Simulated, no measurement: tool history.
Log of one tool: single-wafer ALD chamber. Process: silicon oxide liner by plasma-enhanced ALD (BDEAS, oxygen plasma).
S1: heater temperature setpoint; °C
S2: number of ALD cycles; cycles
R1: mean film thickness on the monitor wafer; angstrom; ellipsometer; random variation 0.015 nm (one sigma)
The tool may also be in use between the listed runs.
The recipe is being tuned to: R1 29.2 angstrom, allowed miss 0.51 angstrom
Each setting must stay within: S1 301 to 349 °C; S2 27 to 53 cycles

Run 1, day 0: S1 325 °C, S2 40 cycles. Result: R1 40.107 angstrom.
Run 2, day 0.367: S1 335 °C, S2 40 cycles. Result: R1 39.676 angstrom.
Run 3, day 0.738: S1 324 °C, S2 40 cycles. Result: R1 40.716 angstrom.
Run 4, day 1.079: S1 324 °C, S2 35 cycles. Result: R1 35.496 angstrom.
Run 5, day 1.167: S1 325 °C, S2 33 cycles. Result: R1 33.314 angstrom.
Run 6, day 1.342: S1 326 °C, S2 32 cycles. Result: R1 32.5 angstrom.
Run 7, day 1.679: S1 327 °C, S2 31 cycles. Result: R1 31.297 angstrom.
Run 8, day 1.721: S1 329 °C, S2 31 cycles. Result: R1 31.012 angstrom.
Run 9, day 1.754: S1 332 °C, S2 31 cycles. Result: R1 31.239 angstrom.
Run 10, day 2.096: S1 332 °C, S2 30 cycles. Result: R1 30.129 angstrom.
Run 11, day 2.362: S1 333 °C, S2 30 cycles. Result: R1 29.799 angstrom.
Run 12, day 2.592: S1 334 °C, S2 30 cycles. Result: R1 29.722 angstrom.

Exercise: of the 5 proposed moves below, exactly one satisfies all targets within the stated allowed misses. Which move is it?
Run A, day 2.821: S1 339 °C, S2 31 cycles. Result: R1 ?.
Run B, day 2.821: S1 329 °C, S2 29 cycles. Result: R1 ?.
Run C, day 2.821: S1 331 °C, S2 28 cycles. Result: R1 ?.
Run D, day 2.821: S1 323 °C, S2 30 cycles. Result: R1 ?.
Run E, day 2.821: S1 338 °C, S2 31 cycles. Result: R1 ?.

move      R1
   A  30.639
   B  29.144
   C  28.046
   D  30.448
   E  30.691
A: misses by more than the last run did
B: all results in spec
C: carries the result that was furthest off beyond its target, to the other side
D: misses by more than the last run did
E: misses by more than the last run did
So the answer is move B, the one that meets all the targets.
